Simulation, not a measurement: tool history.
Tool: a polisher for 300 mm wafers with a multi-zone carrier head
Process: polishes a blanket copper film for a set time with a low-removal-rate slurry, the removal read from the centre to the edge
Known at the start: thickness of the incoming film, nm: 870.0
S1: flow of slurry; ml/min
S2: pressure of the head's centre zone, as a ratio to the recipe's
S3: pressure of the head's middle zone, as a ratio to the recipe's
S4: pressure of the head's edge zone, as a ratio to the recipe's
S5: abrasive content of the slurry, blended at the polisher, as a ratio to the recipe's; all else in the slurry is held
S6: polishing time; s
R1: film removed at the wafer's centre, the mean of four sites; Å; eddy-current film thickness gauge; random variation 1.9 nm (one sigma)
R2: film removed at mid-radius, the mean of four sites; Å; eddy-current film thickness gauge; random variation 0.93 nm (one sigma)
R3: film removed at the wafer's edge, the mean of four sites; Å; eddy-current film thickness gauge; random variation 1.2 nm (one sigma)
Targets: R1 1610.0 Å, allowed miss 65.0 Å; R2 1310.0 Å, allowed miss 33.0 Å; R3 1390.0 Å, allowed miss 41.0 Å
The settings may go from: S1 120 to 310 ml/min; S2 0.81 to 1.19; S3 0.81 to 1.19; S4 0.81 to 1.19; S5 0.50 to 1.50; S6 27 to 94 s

run  hour   S1    S2    S3    S4    S5  S6      R1      R2      R3
  1   0.0  200  1.00  1.00  1.00  1.00  60  2104.8  2179.5  2202.0
  2   2.3  240  1.00  1.00  1.00  1.00  60  2152.0  2230.6  2219.4
  3   7.6  240  1.02  0.97  0.97  0.90  56  2019.8  1967.6  2034.1
  4  13.0  240  1.02  0.97  0.97  0.90  63  2288.9  2227.5  2273.2
  5  18.7  240  1.04  0.96  0.94  0.80  58  2063.2  1980.9  2003.9
  6  26.2  240  1.04  0.96  0.94  0.80  63  2220.9  2131.2  2178.7
  7  35.0  190  1.11  0.86  0.84  0.55  46  1514.4  1261.1  1365.6
  8  38.9  195  1.12  0.86  0.84  0.55  46  1563.4  1273.9  1378.3

Which of these 4 next moves meets every target?
  A  42.8  170  1.07  0.92  0.85  0.50  47   ?   ?   ?
  B  42.8  185  1.02  0.87  0.86  0.55  47   ?   ?   ?
  C  42.8  220  1.13  0.83  0.83  0.65  44   ?   ?   ?
  D  42.8  245  1.13  0.88  0.83  0.75  42   ?   ?   ?

move      R1      R2      R3
   A  1423.3  1300.1  1383.6
   B  1409.3  1290.1  1436.1
   C  1565.0  1240.6  1408.0
   D  1568.2  1299.5  1402.2
A: brings the result that was furthest off to its target, and leaves another outside
B: brings the result that was furthest off to its target, and leaves another outside
C: further off than the last run
D: meets every target
Answer: D
